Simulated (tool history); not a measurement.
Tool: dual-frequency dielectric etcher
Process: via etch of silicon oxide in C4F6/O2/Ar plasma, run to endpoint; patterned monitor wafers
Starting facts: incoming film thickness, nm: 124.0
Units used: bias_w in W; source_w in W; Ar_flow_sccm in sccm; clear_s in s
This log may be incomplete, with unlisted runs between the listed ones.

Run 1, hour 0.0: bias_w 499 W, source_w 230 W, Ar_flow_sccm 225 sccm. Result: clear_s 32.114 s.
Run 2, hour 0.6: bias_w 463 W, source_w 230 W, Ar_flow_sccm 225 sccm. Result: clear_s 33.379 s.
Run 3, hour 4.4: bias_w 463 W, source_w 230 W, Ar_flow_sccm 185 sccm. Result: clear_s 32.698 s.
Run 4, hour 8.8: bias_w 545 W, source_w 230 W, Ar_flow_sccm 185 sccm. Result: clear_s 29.632 s.
Run 5, hour 11.7: bias_w 545 W, source_w 210 W, Ar_flow_sccm 185 sccm. Result: clear_s 30.953 s.
Run 6, hour 19.0: bias_w 545 W, source_w 210 W, Ar_flow_sccm 212 sccm. Result: clear_s 30.869 s.

For run 7, what comes out?
Run 7, hour 25.4: bias_w 594 W, source_w 230 W, Ar_flow_sccm 208 sccm. Result: clear_s ?.

{"run 7": {"clear_s": 28.183}}
